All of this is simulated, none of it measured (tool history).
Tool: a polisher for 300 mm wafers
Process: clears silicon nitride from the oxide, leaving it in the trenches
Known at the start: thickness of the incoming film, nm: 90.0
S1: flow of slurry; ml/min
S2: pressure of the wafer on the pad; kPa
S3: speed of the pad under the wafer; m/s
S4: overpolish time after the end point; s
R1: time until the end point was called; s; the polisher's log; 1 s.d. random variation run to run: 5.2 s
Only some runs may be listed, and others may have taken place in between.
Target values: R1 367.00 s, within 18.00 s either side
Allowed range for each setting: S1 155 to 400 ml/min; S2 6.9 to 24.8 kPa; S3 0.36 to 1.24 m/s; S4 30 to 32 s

run  hour   S1    S2    S3  S4      R1
  1   0.0  255  15.9  0.80  30  135.22
  2   8.3  225  15.9  0.80  30  135.40
  3  10.9  290  15.9  0.80  30  132.55
  4  12.1  255  15.9  0.80  30  136.27
  5  13.7  285  15.9  0.80  30  130.57
  6  17.4  320  15.9  0.80  30  130.75
  7  19.7  315  11.7  0.58  30  244.29
  8  23.1  315   7.6  0.52  30  397.38

4 candidate next runs follow, results not yet known. Just one meets every target within its allowed miss. Identify it.
  A  26.5  205  6.9  0.52  30   ?
  B  26.5  340  6.9  0.52  30   ?
  C  26.5  265  8.3  0.54  32   ?
  D  26.5  290  7.6  0.48  30   ?

move      R1
   A  462.03
   B  446.90
   C  369.05
   D  445.55
A: the biggest miss grows against the last run
B: the biggest miss grows against the last run
C: in spec on every target
D: the biggest miss grows against the last run
So the answer is move C, the one that meets all the targets.

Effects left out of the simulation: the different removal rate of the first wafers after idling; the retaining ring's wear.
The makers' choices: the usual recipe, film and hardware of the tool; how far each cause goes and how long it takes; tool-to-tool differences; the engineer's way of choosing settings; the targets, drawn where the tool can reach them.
